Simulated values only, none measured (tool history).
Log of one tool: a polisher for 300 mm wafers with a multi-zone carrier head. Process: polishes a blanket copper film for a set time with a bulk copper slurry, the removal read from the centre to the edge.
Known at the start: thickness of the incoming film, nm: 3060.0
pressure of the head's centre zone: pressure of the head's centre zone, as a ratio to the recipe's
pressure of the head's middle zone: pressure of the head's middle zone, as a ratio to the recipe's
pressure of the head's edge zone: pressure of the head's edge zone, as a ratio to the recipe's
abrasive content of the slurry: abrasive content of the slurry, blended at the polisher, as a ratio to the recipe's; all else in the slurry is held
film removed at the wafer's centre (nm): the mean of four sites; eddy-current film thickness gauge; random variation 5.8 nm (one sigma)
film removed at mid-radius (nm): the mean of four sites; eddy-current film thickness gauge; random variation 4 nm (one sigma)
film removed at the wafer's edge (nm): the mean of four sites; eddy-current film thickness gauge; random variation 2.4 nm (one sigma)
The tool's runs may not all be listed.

| run | day | flow of slurry (ml/min) | pressure of the head's centre zone | pressure of the head's middle zone | pressure of the head's edge zone | abrasive content of the slurry | polishing time (s) | film removed at the wafer's centre (nm) | film removed at mid-radius (nm) | film removed at the wafer's edge (nm) |
|---|---|---|---|---|---|---|---|---|---|---|
| 1 | 0.000 | 125 | 1.00 | 1.00 | 1.00 | 1.00 | 46 | 355.73 | 360.60 | 359.36 |
| 2 | 0.204 | 125 | 0.95 | 1.00 | 1.00 | 1.00 | 46 | 343.22 | 360.10 | 359.72 |
| 3 | 0.371 | 125 | 0.91 | 1.00 | 1.00 | 1.00 | 46 | 324.64 | 357.29 | 359.10 |
| 4 | 0.400 | 125 | 0.91 | 1.00 | 1.05 | 1.00 | 46 | 317.65 | 354.25 | 367.28 |
| 5 | 0.617 | 135 | 0.93 | 1.02 | 1.05 | 1.00 | 46 | 335.84 | 364.15 | 368.33 |
| 6 | 0.679 | 135 | 0.93 | 1.02 | 1.05 | 1.00 | 41 | 296.97 | 326.04 | 329.80 |
| 7 | 1.012 | 140 | 0.95 | 1.04 | 1.06 | 1.10 | 41 | 318.58 | 338.21 | 340.87 |
| 8 | 1.342 | 145 | 0.95 | 1.07 | 1.06 | 1.15 | 41 | 311.85 | 353.36 | 348.17 |

The next listed run, before its measurement:
| 9 | 1.504 | 155 | 0.98 | 1.09 | 1.06 | 1.20 | 41 | ? | ? | ? |

{"run 9": {"film removed at the wafer's centre (nm)": 341.62, "film removed at mid-radius (nm)": 358.9, "film removed at the wafer's edge (nm)": 350.95}}
